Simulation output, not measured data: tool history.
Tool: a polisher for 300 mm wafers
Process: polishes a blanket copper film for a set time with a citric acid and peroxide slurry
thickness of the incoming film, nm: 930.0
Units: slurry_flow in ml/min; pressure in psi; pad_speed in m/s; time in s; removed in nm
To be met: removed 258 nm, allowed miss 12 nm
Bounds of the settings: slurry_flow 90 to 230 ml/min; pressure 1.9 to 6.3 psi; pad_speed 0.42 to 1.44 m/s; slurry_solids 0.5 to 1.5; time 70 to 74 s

{"run": 1, "hour": 0.0, "slurry_flow": 150, "pressure": 4.1, "pad_speed": 0.92, "slurry_solids": 1, "time": 70, "removed": 195.34}
{"run": 2, "hour": 5.0, "slurry_flow": 150, "pressure": 4.2, "pad_speed": 0.92, "slurry_solids": 1, "time": 70, "removed": 196.11}
{"run": 3, "hour": 13.9, "slurry_flow": 150, "pressure": 4.2, "pad_speed": 0.78, "slurry_solids": 1, "time": 70, "removed": 169.96}
{"run": 4, "hour": 20.1, "slurry_flow": 150, "pressure": 4.4, "pad_speed": 0.78, "slurry_solids": 1, "time": 70, "removed": 183.14}
{"run": 5, "hour": 27.2, "slurry_flow": 150, "pressure": 4.4, "pad_speed": 0.78, "slurry_solids": 1, "time": 74, "removed": 189.72}
{"run": 6, "hour": 29.0, "slurry_flow": 185, "pressure": 4.4, "pad_speed": 0.78, "slurry_solids": 1, "time": 74, "removed": 198.79}
{"run": 7, "hour": 34.6, "slurry_flow": 185, "pressure": 4.5, "pad_speed": 0.78, "slurry_solids": 1, "time": 74, "removed": 200.09}
{"run": 8, "hour": 38.0, "slurry_flow": 190, "pressure": 5.6, "pad_speed": 0.8, "slurry_solids": 1, "time": 74, "removed": 230.01}
{"run": 9, "hour": 41.3, "slurry_flow": 190, "pressure": 5.7, "pad_speed": 0.8, "slurry_solids": 1, "time": 74, "removed": 238.5}
{"run": 10, "hour": 42.8, "slurry_flow": 190, "pressure": 5.8, "pad_speed": 0.8, "slurry_solids": 1, "time": 74, "removed": 236.68}
{"run": 11, "hour": 50.6, "slurry_flow": 190, "pressure": 5.9, "pad_speed": 0.8, "slurry_solids": 1, "time": 74, "removed": 245.84}

5 next moves are on the table. One of them brings every result within its allowed miss. Which?
{"run": "A", "hour": 58.4, "slurry_flow": 205, "pressure": 5.6, "pad_speed": 0.82, "slurry_solids": 1, "time": 71, "removed": "?"}
{"run": "B", "hour": 58.4, "slurry_flow": 165, "pressure": 6.3, "pad_speed": 0.84, "slurry_solids": 0.95, "time": 74, "removed": "?"}
{"run": "C", "hour": 58.4, "slurry_flow": 200, "pressure": 5.3, "pad_speed": 0.84, "slurry_solids": 1.1, "time": 70, "removed": "?"}
{"run": "D", "hour": 58.4, "slurry_flow": 215, "pressure": 5.9, "pad_speed": 0.82, "slurry_solids": 0.95, "time": 70, "removed": "?"}
{"run": "E", "hour": 58.4, "slurry_flow": 225, "pressure": 5.7, "pad_speed": 0.8, "slurry_solids": 0.9, "time": 70, "removed": "?"}

move=A removed=223.83
move=B removed=246.58
move=C removed=221.23
move=D removed=227.29
move=E removed=216.13
A: further off than the last run
B: meets every target
C: further off than the last run
D: further off than the last run
E: further off than the last run
Move B is the one to make.

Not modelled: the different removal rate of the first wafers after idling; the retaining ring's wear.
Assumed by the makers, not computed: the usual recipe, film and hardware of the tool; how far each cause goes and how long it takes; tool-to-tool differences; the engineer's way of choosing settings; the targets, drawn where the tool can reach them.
